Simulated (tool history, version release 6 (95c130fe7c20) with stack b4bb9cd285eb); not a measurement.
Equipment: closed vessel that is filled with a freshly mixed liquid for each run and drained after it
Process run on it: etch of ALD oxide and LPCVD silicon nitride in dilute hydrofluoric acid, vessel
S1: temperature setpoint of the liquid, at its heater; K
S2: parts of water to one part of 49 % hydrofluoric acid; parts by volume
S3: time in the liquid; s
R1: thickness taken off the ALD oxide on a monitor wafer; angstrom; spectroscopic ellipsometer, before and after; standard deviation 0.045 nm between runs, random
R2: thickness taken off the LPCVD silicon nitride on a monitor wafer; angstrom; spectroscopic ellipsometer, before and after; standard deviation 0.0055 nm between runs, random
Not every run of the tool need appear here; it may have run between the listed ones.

{"run": 1, "hour": 0.0, "S1": 296.15, "S2": 195, "S3": 935, "R1": 436.2, "R2": 24.42}
{"run": 2, "hour": 7.5, "S1": 297.15, "S2": 240, "S3": 680, "R1": 253.88, "R2": 15.25}
{"run": 3, "hour": 9.0, "S1": 297.15, "S2": 195, "S3": 680, "R1": 325.15, "R2": 18.872}
{"run": 4, "hour": 9.9, "S1": 295.15, "S2": 195, "S3": 680, "R1": 303.34, "R2": 16.773}
{"run": 5, "hour": 13.4, "S1": 296.15, "S2": 240, "S3": 515, "R1": 185.32, "R2": 10.919}
{"run": 6, "hour": 21.4, "S1": 299.65, "S2": 240, "S3": 515, "R1": 208.52, "R2": 13.711}
{"run": 7, "hour": 24.3, "S1": 298.65, "S2": 320, "S3": 120, "R1": 32.738, "R2": 2.248}

Run 8 comes next. What will it give?
{"run": 8, "hour": 28.8, "S1": 299.65, "S2": 305, "S3": 120, "R1": "?", "R2": "?"}

Run 8 produced R1 35.762 angstrom, R2 2.4984 angstrom.
